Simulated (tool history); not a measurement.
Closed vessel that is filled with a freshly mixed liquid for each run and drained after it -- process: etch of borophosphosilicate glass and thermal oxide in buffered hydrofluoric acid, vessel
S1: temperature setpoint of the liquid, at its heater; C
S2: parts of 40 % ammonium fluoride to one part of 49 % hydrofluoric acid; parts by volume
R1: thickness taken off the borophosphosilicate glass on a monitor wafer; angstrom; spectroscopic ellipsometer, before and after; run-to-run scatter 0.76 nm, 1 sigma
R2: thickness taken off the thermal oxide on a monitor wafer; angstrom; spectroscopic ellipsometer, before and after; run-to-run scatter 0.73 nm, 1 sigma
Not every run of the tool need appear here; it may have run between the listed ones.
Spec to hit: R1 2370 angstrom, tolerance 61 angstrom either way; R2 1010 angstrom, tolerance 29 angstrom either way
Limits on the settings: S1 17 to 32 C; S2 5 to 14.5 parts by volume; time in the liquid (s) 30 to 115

{"run": 1, "hour": 0.0, "S1": 25, "S2": 9, "time in the liquid (s)": 60, "R1": 1844.4, "R2": 791.3}
{"run": 2, "hour": 8.1, "S1": 26, "S2": 9, "time in the liquid (s)": 60, "R1": 1957.4, "R2": 813.01}
{"run": 3, "hour": 12.6, "S1": 24.5, "S2": 9, "time in the liquid (s)": 60, "R1": 1790.8, "R2": 768.47}
{"run": 4, "hour": 13.8, "S1": 27.5, "S2": 9, "time in the liquid (s)": 60, "R1": 2112, "R2": 898}
{"run": 5, "hour": 19.0, "S1": 28, "S2": 9, "time in the liquid (s)": 60, "R1": 2170.6, "R2": 929.21}
{"run": 6, "hour": 20.6, "S1": 28, "S2": 9, "time in the liquid (s)": 45, "R1": 1624.1, "R2": 686.02}
{"run": 7, "hour": 27.3, "S1": 29, "S2": 8.5, "time in the liquid (s)": 45, "R1": 1827.2, "R2": 771.43}
{"run": 8, "hour": 35.8, "S1": 29.5, "S2": 8.5, "time in the liquid (s)": 45, "R1": 1863.7, "R2": 789.63}
{"run": 9, "hour": 42.3, "S1": 30, "S2": 8.5, "time in the liquid (s)": 45, "R1": 1911.9, "R2": 816.77}
{"run": 10, "hour": 49.4, "S1": 30.5, "S2": 8.5, "time in the liquid (s)": 45, "R1": 1960.3, "R2": 840.12}
{"run": 11, "hour": 52.9, "S1": 31, "S2": 8.5, "time in the liquid (s)": 45, "R1": 2022, "R2": 847.99}
{"run": 12, "hour": 60.3, "S1": 31, "S2": 8, "time in the liquid (s)": 45, "R1": 2149, "R2": 919.51}
{"run": 13, "hour": 64.0, "S1": 32, "S2": 7.5, "time in the liquid (s)": 45, "R1": 2437.4, "R2": 1037}

4 next moves are on the table. One of them brings every result within its allowed miss. Which?
{"run": "A", "hour": 67.7, "S1": 28.5, "S2": 11.5, "time in the liquid (s)": 85, "R1": "?", "R2": "?"}
{"run": "B", "hour": 67.7, "S1": 32, "S2": 5.5, "time in the liquid (s)": 35, "R1": "?", "R2": "?"}
{"run": "C", "hour": 67.7, "S1": 32, "S2": 12.5, "time in the liquid (s)": 75, "R1": "?", "R2": "?"}
{"run": "D", "hour": 67.7, "S1": 32, "S2": 8.5, "time in the liquid (s)": 50, "R1": "?", "R2": "?"}

move=A R1=2567.5 R2=1076.1
move=B R1=2523.6 R2=1050.9
move=C R1=2503.9 R2=1051.5
move=D R1=2363.1 R2=990
A: misses by more than the last run did
B: misses by more than the last run did
C: misses by more than the last run did
D: hits every target within its allowed miss
The move that meets every target is D.
